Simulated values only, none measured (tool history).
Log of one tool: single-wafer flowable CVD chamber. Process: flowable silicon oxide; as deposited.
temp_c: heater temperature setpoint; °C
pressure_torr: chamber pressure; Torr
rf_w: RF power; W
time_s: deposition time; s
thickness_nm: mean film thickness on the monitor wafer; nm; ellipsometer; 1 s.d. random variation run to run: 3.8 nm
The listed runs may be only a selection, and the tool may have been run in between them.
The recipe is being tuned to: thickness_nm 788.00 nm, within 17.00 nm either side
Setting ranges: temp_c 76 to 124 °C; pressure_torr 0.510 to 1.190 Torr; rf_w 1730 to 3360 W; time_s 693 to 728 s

run  hour  temp_c  pressure_torr  rf_w  time_s  thickness_nm
  1   0.0     100          0.850  2545     728        497.52
  2   6.8      98          0.850  2545     728        533.51
  3  12.7      97          0.850  2545     728        552.03
  4  20.5      97          0.850  2245     728        529.15
  5  25.8      96          0.850  2245     728        549.29
  6  29.3      96          0.775  2245     728        506.72
  7  34.1      94          0.775  2245     728        536.94
  8  40.0      93          0.775  2245     728        554.40
  9  43.6      92          0.775  2245     728        572.51
 10  47.2      91          0.775  2245     728        597.67
 11  51.7      90          0.775  2245     728        614.16
 12  59.6      89          0.775  2245     728        629.56
 13  65.9      88          0.775  2245     728        642.47
 14  71.9      87          0.775  2245     728        667.77
 15  75.1      86          0.775  2245     728        680.01
 16  80.8      85          0.775  2245     728        708.74
 17  88.3      83          0.776  2245     728        749.05
 18  96.8      82          0.776  2245     728        765.60

4 next moves are on the table. One of them brings every result within its allowed miss. Which?
  A  105.3      80          0.768  2125     728             ?
  B  105.3      85          0.869  2285     693             ?
  C  105.3      86          0.810  2370     724             ?
  D  105.3      82          0.757  2290     693             ?

move  thickness_nm
   A        801.85
   B        761.11
   C        728.22
   D        726.29
A: every result within its allowed miss
B: misses by more than the last run did
C: misses by more than the last run did
D: misses by more than the last run did
Answer: A

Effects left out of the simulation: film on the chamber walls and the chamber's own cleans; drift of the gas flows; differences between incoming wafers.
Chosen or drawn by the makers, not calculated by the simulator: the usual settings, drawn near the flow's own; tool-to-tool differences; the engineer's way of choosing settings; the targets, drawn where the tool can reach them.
